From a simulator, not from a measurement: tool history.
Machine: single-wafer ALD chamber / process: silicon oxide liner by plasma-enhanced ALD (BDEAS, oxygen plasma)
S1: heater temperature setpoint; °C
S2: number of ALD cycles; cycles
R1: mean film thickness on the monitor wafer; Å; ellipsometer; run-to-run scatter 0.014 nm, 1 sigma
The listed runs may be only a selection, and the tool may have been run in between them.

run  hour   S1  S2      R1
  1   0.0  315  71  67.669
  2   8.7  315  80  76.363
  3  16.7  315  89  84.728
  4  22.2  306  89  85.679
  5  24.7  307  83  80.148
  6  31.4  310  78  75.244
  7  38.2  313  74  70.649
  8  45.0  317  63  59.950
  9  45.7  318  63  59.583

Forecast run 10:
 10  51.0  318  63   ?

{"run 10": {"R1": 59.708}}
